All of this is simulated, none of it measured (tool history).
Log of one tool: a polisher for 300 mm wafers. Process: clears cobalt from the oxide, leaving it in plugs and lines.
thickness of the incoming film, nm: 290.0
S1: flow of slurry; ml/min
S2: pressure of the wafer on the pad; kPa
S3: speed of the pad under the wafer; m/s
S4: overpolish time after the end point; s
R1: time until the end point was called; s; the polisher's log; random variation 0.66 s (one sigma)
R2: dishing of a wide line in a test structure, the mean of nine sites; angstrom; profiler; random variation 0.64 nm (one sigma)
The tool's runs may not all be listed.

run 1 hour=0 | S1=135 S2=12.4 S3=1.26 S4=18 | R1=51.996 R2=649.25
run 2 hour=4.5 | S1=130 S2=11 S3=1.26 S4=17 | R1=58.766 R2=601.99
run 3 hour=5.9 | S1=130 S2=13.8 S3=1.26 S4=17 | R1=47.323 R2=656.48
run 4 hour=10.9 | S1=130 S2=13.8 S3=0.98 S4=17 | R1=61.055 R2=609.14
-- hour=11.4 worn pad replaced by a new one
run 5 hour=11.4 | S1=155 S2=13.8 S3=0.98 S4=17 | R1=54.916 R2=631.43
run 6 hour=12.1 | S1=155 S2=13.8 S3=1.24 S4=17 | R1=43.319 R2=697.58
run 7 hour=18.2 | S1=135 S2=13.1 S3=1.24 S4=17 | R1=46.478 R2=663.23

Forecast run 8:
run 8 hour=25.6 | S1=125 S2=11.7 S3=1.24 S4=16 | R1=? R2=?

Run 8 gave R1 52.384 s, R2 612.05 angstrom.
